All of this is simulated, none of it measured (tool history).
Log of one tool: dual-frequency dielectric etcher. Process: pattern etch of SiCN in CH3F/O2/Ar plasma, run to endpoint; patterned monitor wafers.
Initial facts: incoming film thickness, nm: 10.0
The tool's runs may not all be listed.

run,day,source power (kW),bias power (kW),endpoint time (s)
1,0.000,0.550,0.098,21.532
2,0.096,0.550,0.085,22.296
3,0.429,0.490,0.085,24.035
4,0.558,0.530,0.086,22.759
5,0.875,0.570,0.087,21.798
6,1.188,0.600,0.088,21.315
7,1.492,0.630,0.091,20.482

What does the tool deliver on the next run?
8,1.833,0.650,0.093,?

For run 8 the tool returned endpoint time (s) 19.914.

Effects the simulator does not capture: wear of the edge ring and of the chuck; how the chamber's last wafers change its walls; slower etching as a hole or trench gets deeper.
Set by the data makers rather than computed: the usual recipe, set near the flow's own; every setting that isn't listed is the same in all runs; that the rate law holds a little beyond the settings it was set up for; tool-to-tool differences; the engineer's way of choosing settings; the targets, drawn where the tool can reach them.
